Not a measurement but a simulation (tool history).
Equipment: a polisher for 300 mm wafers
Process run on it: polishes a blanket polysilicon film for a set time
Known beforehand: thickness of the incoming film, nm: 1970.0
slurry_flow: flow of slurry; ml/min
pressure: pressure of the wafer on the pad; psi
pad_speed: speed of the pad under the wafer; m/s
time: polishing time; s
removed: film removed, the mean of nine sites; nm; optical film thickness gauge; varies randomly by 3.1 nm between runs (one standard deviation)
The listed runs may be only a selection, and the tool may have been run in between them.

Run 1, day 0: slurry_flow 195 ml/min, pressure 3.4 psi, pad_speed 1.28 m/s, time 48 s. Result: removed 588.23 nm.
Run 2, day 0.133: slurry_flow 220 ml/min, pressure 3.4 psi, pad_speed 1.28 m/s, time 48 s. Result: removed 590.12 nm.
Run 3, day 0.467: slurry_flow 220 ml/min, pressure 3.4 psi, pad_speed 1.28 m/s, time 48 s. Result: removed 596.98 nm.
Run 4, day 0.767: slurry_flow 200 ml/min, pressure 3.4 psi, pad_speed 1.28 m/s, time 48 s. Result: removed 585.82 nm.
Run 5, day 0.921: slurry_flow 195 ml/min, pressure 3.3 psi, pad_speed 1.28 m/s, time 48 s. Result: removed 573 nm.
Run 6, day 1.146: slurry_flow 195 ml/min, pressure 3.3 psi, pad_speed 1.28 m/s, time 51 s. Result: removed 599.9 nm.

Estimate the outcome of run 7 from the log above:
Run 7, day 1.362: slurry_flow 195 ml/min, pressure 3.3 psi, pad_speed 1.28 m/s, time 51 s. Result: removed ?.

{"run 7": {"removed": 605.64}}
